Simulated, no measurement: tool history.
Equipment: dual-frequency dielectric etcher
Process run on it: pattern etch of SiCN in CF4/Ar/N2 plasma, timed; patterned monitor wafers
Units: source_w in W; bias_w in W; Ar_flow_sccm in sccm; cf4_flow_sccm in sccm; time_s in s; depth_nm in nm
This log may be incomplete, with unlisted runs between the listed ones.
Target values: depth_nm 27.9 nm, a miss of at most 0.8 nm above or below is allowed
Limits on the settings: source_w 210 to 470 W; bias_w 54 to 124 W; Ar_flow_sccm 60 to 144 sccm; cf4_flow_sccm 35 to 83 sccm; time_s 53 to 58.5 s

run  hour  source_w  bias_w  Ar_flow_sccm  cf4_flow_sccm  time_s  depth_nm
  1     0       340      89           102             59    58.5    39.054
  2   6.3       340      89           110             59    58.5     38.81
  3  10.6       340      81           110             59    58.5    38.315
  4  13.5       340      71           110             59    58.5    36.978
  5  22.3       340      71           110             50    58.5    36.369
  6  25.6       320      70           110             50    58.5    34.259
  7  26.4       310      69           110             50    58.5    33.611
  8    30       290      68           110             50    58.5    31.527
  9  33.5       240      66           111             50    58.5    26.652

Next run, 5 choices. One meets every target within its allowed miss, the rest don't. Which?
  A    37       260      69           120             46    57.5         ?
  B    37       240      76           108             40      57         ?
  C    37       240      55           133             53    58.5         ?
  D    37       280      64           113             67      57         ?
  E    37       250      64           120             48      57         ?

move  depth_nm
   A     27.84
   B    26.508
   C    25.138
   D    29.982
   E    26.329
A: every result within its allowed miss
B: further off than the last run
C: further off than the last run
D: moves the result that the last run missed by most past its target, out the other side
E: further off than the last run
So the answer is move A, the one that meets all the targets.

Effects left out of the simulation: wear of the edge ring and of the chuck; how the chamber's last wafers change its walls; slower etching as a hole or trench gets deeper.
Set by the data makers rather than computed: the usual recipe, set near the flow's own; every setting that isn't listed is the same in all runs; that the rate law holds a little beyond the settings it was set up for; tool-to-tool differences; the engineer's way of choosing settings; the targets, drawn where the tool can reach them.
